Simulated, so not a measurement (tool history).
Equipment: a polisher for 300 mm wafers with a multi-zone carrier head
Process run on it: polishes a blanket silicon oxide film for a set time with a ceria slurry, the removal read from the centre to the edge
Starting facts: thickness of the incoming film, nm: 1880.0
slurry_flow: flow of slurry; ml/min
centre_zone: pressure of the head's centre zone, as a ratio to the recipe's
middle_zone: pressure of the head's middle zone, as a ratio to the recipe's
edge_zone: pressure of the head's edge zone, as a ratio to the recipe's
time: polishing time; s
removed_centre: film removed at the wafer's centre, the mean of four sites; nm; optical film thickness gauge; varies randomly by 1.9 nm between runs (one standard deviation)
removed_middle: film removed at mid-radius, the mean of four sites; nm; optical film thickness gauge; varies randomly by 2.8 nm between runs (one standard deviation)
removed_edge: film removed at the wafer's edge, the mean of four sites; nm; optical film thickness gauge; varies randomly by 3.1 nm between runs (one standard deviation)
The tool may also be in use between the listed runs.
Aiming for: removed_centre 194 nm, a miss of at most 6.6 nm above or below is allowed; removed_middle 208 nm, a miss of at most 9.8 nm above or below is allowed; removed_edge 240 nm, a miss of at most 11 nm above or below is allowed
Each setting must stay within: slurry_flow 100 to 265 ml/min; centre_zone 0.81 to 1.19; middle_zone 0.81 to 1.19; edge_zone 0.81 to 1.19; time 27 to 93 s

run 1 hour=0 | slurry_flow=170 centre_zone=1 middle_zone=1 edge_zone=1 time=59 | removed_centre=316.82 removed_middle=308.5 removed_edge=307.58
run 2 hour=3.8 | slurry_flow=170 centre_zone=0.95 middle_zone=1 edge_zone=1 time=59 | removed_centre=301.93 removed_middle=309.28 removed_edge=309.86
run 3 hour=5 | slurry_flow=165 centre_zone=0.93 middle_zone=0.99 edge_zone=1 time=57 | removed_centre=281.97 removed_middle=297.28 removed_edge=295.48
run 4 hour=7.7 | slurry_flow=165 centre_zone=0.93 middle_zone=0.95 edge_zone=1 time=57 | removed_centre=283.59 removed_middle=280.29 removed_edge=297.22
run 5 hour=15.5 | slurry_flow=160 centre_zone=0.92 middle_zone=0.94 edge_zone=1 time=56 | removed_centre=273.87 removed_middle=277.92 removed_edge=286.67
run 6 hour=21.3 | slurry_flow=155 centre_zone=0.91 middle_zone=0.93 edge_zone=1.01 time=55 | removed_centre=265.3 removed_middle=276.3 removed_edge=283.02
run 7 hour=28.3 | slurry_flow=160 centre_zone=0.9 middle_zone=0.92 edge_zone=1.02 time=53 | removed_centre=254.49 removed_middle=261.75 removed_edge=282.74
run 8 hour=28.9 | slurry_flow=160 centre_zone=0.89 middle_zone=0.91 edge_zone=1.02 time=52 | removed_centre=245.76 removed_middle=255.33 removed_edge=277.04
run 9 hour=34.3 | slurry_flow=120 centre_zone=0.81 middle_zone=0.82 edge_zone=0.99 time=45 | removed_centre=181.61 removed_middle=197.84 removed_edge=224.54
run 10 hour=35 | slurry_flow=125 centre_zone=0.81 middle_zone=0.82 edge_zone=0.99 time=45 | removed_centre=182.61 removed_middle=200.72 removed_edge=228.6

Which one of the following 5 next-run settings gets every result inside its allowed miss? There is exactly one.
run A hour=35.7 | slurry_flow=115 centre_zone=0.81 middle_zone=0.85 edge_zone=0.99 time=52 | removed_centre=? removed_middle=? removed_edge=?
run B hour=35.7 | slurry_flow=175 centre_zone=0.81 middle_zone=0.81 edge_zone=1.19 time=45 | removed_centre=? removed_middle=? removed_edge=?
run C hour=35.7 | slurry_flow=120 centre_zone=0.91 middle_zone=0.84 edge_zone=1.04 time=47 | removed_centre=? removed_middle=? removed_edge=?
run D hour=35.7 | slurry_flow=185 centre_zone=0.81 middle_zone=0.81 edge_zone=1.02 time=44 | removed_centre=? removed_middle=? removed_edge=?
run E hour=35.7 | slurry_flow=120 centre_zone=0.89 middle_zone=0.91 edge_zone=0.86 time=45 | removed_centre=? removed_middle=? removed_edge=?

move=A removed_centre=207.29 removed_middle=228.08 removed_edge=262.7
move=B removed_centre=196.62 removed_middle=208.51 removed_edge=262.02
move=C removed_centre=213.03 removed_middle=206.69 removed_edge=244.29
move=D removed_centre=194.12 removed_middle=205.69 removed_edge=240.19
move=E removed_centre=199.52 removed_middle=206.85 removed_edge=215.67
A: pushes the last run's worst result past its target
B: brings the last run's worst result on target, with another outside its allowed miss
C: pushes the last run's worst result past its target
D: every result lands within tolerance
E: brings the last run's worst result on target, with another outside its allowed miss
D is the move that brings every result within its allowed miss.

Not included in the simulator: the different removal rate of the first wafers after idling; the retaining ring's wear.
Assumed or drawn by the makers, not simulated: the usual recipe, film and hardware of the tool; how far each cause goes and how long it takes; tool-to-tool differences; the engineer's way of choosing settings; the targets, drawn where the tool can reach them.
